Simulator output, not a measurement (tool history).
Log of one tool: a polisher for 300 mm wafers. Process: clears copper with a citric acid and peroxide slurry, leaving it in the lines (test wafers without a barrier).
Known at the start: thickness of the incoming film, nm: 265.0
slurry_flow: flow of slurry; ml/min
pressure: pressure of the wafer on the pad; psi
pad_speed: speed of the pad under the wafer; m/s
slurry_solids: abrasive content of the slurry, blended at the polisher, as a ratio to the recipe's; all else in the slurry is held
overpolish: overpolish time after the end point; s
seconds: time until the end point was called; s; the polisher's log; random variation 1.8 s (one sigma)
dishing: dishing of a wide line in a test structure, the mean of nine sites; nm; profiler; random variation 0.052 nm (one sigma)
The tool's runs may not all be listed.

run	hour	slurry_flow	pressure	pad_speed	slurry_solids	overpolish	seconds	dishing
1	0.0	180	3.5	0.88	1.00	12	116.300	17.046
2	5.3	180	4.2	0.88	1.00	12	98.479	19.642
3	8.1	180	4.2	0.72	1.00	12	113.870	16.997
4	12.6	180	4.2	0.64	1.00	12	128.660	15.857
5	16.4	180	4.2	0.64	1.15	12	122.780	16.306
6	17.0	175	4.0	0.64	1.05	11	133.630	14.033

Forecast run 7:
7	21.2	165	3.8	0.64	1.00	10	?	?

{"run 7": {"seconds": 146.22, "dishing": 12.028}}
